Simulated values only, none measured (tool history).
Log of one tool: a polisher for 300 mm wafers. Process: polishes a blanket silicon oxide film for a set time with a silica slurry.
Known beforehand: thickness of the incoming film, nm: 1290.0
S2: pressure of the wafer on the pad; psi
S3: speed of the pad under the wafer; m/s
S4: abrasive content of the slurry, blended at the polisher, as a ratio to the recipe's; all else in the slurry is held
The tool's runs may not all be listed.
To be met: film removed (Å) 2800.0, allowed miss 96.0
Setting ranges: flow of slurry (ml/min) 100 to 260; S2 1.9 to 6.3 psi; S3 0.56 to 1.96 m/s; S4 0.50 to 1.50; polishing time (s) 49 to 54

run 1 hour=0.0 | flow_of_slurry_(ml/min)=165 S2=4.1 S3=1.26 S4=1.00 polishing_time_(s)=54 | film_removed_(Å)=2323.4
run 2 hour=6.0 | flow_of_slurry_(ml/min)=135 S2=4.1 S3=1.26 S4=1.00 polishing_time_(s)=54 | film_removed_(Å)=2285.6
run 3 hour=12.3 | flow_of_slurry_(ml/min)=105 S2=4.1 S3=1.26 S4=1.00 polishing_time_(s)=54 | film_removed_(Å)=2223.4
run 4 hour=14.6 | flow_of_slurry_(ml/min)=110 S2=4.4 S3=1.26 S4=1.00 polishing_time_(s)=54 | film_removed_(Å)=2375.5
run 5 hour=15.4 | flow_of_slurry_(ml/min)=110 S2=4.4 S3=1.26 S4=0.90 polishing_time_(s)=54 | film_removed_(Å)=2287.9
run 6 hour=18.3 | flow_of_slurry_(ml/min)=110 S2=4.4 S3=1.02 S4=0.90 polishing_time_(s)=54 | film_removed_(Å)=1907.6
run 7 hour=25.6 | flow_of_slurry_(ml/min)=115 S2=4.9 S3=1.02 S4=0.90 polishing_time_(s)=54 | film_removed_(Å)=2179.2
run 8 hour=32.4 | flow_of_slurry_(ml/min)=125 S2=5.2 S3=1.02 S4=0.90 polishing_time_(s)=54 | film_removed_(Å)=2248.7
run 9 hour=38.2 | flow_of_slurry_(ml/min)=125 S2=5.5 S3=1.02 S4=0.90 polishing_time_(s)=54 | film_removed_(Å)=2400.4
run 10 hour=45.0 | flow_of_slurry_(ml/min)=125 S2=5.7 S3=1.02 S4=0.90 polishing_time_(s)=54 | film_removed_(Å)=2518.3
-- hour=48.9 head pressure recalibrated
run 11 hour=48.9 | flow_of_slurry_(ml/min)=125 S2=5.9 S3=1.02 S4=0.90 polishing_time_(s)=54 | film_removed_(Å)=2380.9
run 12 hour=53.6 | flow_of_slurry_(ml/min)=130 S2=6.0 S3=1.08 S4=0.90 polishing_time_(s)=54 | film_removed_(Å)=2573.0

Which one of the following 4 next-run settings gets every result inside its allowed miss? There is exactly one.
run A hour=58.3 | flow_of_slurry_(ml/min)=155 S2=6.3 S3=0.98 S4=0.85 polishing_time_(s)=54 | film_removed_(Å)=?
run B hour=58.3 | flow_of_slurry_(ml/min)=130 S2=5.8 S3=1.14 S4=1.10 polishing_time_(s)=49 | film_removed_(Å)=?
run C hour=58.3 | flow_of_slurry_(ml/min)=125 S2=6.0 S3=1.12 S4=1.00 polishing_time_(s)=54 | film_removed_(Å)=?
run D hour=58.3 | flow_of_slurry_(ml/min)=100 S2=6.0 S3=1.10 S4=1.00 polishing_time_(s)=49 | film_removed_(Å)=?

move=A film_removed_(Å)=2558.0
move=B film_removed_(Å)=2626.2
move=C film_removed_(Å)=2820.6
move=D film_removed_(Å)=2433.5
A: further off than the last run
B: moves toward the targets from the last run without getting all of them in spec
C: hits every target within its allowed miss
D: further off than the last run
The right move is C.

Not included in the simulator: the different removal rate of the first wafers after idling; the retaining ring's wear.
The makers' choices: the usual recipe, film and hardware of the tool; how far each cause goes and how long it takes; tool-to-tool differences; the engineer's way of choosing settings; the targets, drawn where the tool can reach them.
